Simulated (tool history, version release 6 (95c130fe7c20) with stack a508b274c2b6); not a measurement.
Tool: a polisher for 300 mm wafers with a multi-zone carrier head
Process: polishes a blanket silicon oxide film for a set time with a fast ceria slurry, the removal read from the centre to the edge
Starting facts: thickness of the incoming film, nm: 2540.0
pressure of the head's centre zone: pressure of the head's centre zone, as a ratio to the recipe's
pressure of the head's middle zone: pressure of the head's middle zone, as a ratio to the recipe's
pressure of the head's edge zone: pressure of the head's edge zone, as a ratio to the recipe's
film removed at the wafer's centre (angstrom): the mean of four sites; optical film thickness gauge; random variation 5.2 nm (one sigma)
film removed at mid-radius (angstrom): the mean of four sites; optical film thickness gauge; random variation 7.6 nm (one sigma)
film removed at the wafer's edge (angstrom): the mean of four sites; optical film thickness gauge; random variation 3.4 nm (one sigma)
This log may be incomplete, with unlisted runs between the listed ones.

run    day  flow of slurry (ml/min)  pressure of the head's centre zone  pressure of the head's middle zone  pressure of the head's edge zone  polishing time (s)  film removed at the wafer's centre (angstrom)  film removed at mid-radius (angstrom)  film removed at the wafer's edge (angstrom)
  1      0                      255                                   1                                   1                                 1                  53                                         6369.6                                 6522.3                                         6558
  2  0.342                      255                                   1                                0.96                                 1                  53                                         6371.5                                 6217.1                                       6564.9
  3  0.683                      255                                   1                                0.96                              1.06                  53                                           6498                                   6247                                       6626.8
  4  0.929                      255                                   1                                0.96                              1.01                  53                                         6363.1                                 6197.6                                       6612.7
  5  1.104                      290                                   1                                0.96                              1.01                  53                                         6504.6                                 6446.7                                       6680.2
  6  1.138                      290                                   1                                0.96                              1.01                  66                                           7927                                 8023.1                                       8279.2

Run 7, settings as shown, results not yet in. Your forecast:
  7  1.417                      290                                1.06                                1.06                              0.91                  51                                              ?                                      ?                                            ?

Run 7 came out at film removed at the wafer's centre (angstrom) 6447.3, film removed at mid-radius (angstrom) 6496.3, film removed at the wafer's edge (angstrom) 6043.4.
